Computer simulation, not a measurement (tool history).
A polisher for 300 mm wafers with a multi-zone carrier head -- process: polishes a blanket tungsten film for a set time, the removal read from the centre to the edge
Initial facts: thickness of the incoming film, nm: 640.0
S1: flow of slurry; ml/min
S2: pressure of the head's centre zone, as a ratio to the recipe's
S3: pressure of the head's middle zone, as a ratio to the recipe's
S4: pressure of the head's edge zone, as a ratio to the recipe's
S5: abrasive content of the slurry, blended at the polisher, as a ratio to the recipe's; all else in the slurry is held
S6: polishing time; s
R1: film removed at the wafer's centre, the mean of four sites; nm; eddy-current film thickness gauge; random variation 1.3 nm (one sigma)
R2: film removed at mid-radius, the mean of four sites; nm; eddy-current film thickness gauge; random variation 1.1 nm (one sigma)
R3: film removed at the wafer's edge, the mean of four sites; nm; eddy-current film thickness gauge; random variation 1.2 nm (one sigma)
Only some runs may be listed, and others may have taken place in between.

run,hour,S1,S2,S3,S4,S5,S6,R1,R2,R3
1,0.0,195,1.00,1.00,1.00,1.00,41,143.92,141.45,144.22
2,3.7,155,1.00,1.00,1.00,1.00,41,138.78,137.03,137.95
3,12.0,155,1.00,1.00,1.00,1.00,46,155.13,155.42,156.73
4,20.1,150,1.01,0.98,0.97,0.90,46,150.34,148.14,149.02
5,21.2,145,1.02,0.96,0.94,0.85,46,151.58,141.76,144.48
6,26.2,145,0.94,0.96,0.94,0.85,46,139.81,141.87,146.44

Run 7 comes next. What will it give?
7,29.5,140,0.96,0.95,0.92,0.80,46,?,?,?

{"run 7": {"R1": 138.11, "R2": 135.55, "R3": 143.49}}
